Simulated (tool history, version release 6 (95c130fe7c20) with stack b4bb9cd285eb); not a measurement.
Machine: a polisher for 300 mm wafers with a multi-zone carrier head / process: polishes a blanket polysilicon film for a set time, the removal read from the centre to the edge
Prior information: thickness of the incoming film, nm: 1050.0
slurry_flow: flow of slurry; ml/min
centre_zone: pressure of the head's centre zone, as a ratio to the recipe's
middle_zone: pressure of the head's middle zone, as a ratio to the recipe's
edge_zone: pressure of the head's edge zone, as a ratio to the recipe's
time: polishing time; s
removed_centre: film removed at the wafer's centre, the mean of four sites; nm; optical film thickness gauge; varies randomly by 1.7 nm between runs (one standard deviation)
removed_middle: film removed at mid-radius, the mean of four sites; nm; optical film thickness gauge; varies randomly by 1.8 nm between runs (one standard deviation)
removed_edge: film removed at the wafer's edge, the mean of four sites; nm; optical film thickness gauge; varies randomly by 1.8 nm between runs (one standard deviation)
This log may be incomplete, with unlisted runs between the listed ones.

| run | hour | slurry_flow | centre_zone | middle_zone | edge_zone | time | removed_centre | removed_middle | removed_edge |
|---|---|---|---|---|---|---|---|---|---|
| 1 | 0 | 235 | 1 | 1 | 1 | 43 | 197.54 | 200.5 | 190.17 |
| 2 | 2.5 | 235 | 1 | 1 | 1 | 36 | 164.14 | 165.24 | 161.54 |
| 3 | 5.8 | 235 | 1 | 0.99 | 0.98 | 35 | 160.48 | 159.91 | 160.45 |
| 4 | 11.2 | 235 | 1.09 | 0.99 | 0.98 | 35 | 176.33 | 164.32 | 153.49 |
| 5 | 14.5 | 235 | 1.08 | 0.99 | 0.98 | 34 | 165.16 | 153.38 | 150.79 |
| 6 | 19.7 | 280 | 1.08 | 0.99 | 0.98 | 34 | 172.12 | 157.07 | 154.75 |
| 7 | 27.8 | 275 | 1.07 | 0.99 | 0.97 | 33 | 162.96 | 154.62 | 149.93 |
| 8 | 35.6 | 275 | 1.07 | 0.99 | 0.96 | 32 | 158.59 | 149.85 | 145.61 |
| 9 | 44.4 | 275 | 1.06 | 0.99 | 0.95 | 31 | 154.27 | 147.05 | 138.82 |

Run 10 is up next; what results do you expect?
| 10 | 51 | 275 | 1.05 | 0.98 | 0.94 | 31 | ? | ? | ? |

Run 10 measured removed_centre 151.73 nm, removed_middle 142.57 nm, removed_edge 137.39 nm.
